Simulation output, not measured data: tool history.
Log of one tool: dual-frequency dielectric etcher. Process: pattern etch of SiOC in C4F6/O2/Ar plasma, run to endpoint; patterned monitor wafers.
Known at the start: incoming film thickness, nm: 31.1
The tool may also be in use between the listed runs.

| run | hour | bias power (W) | source power (W) | endpoint time (s) |
|---|---|---|---|---|
| 1 | 0.0 | 378 | 290 | 12.081 |
| 2 | 4.5 | 378 | 260 | 12.379 |
| 3 | 5.8 | 378 | 300 | 11.816 |
| 4 | 6.3 | 378 | 270 | 12.546 |
| 5 | 7.3 | 395 | 280 | 11.981 |
| 6 | 12.0 | 342 | 280 | 12.943 |
| 7 | 15.6 | 362 | 280 | 12.439 |
| 8 | 23.1 | 380 | 280 | 11.985 |

Run 9 comes next. What will it give?
| 9 | 31.4 | 392 | 280 | ? |

Run 9 gave endpoint time (s) 11.802.
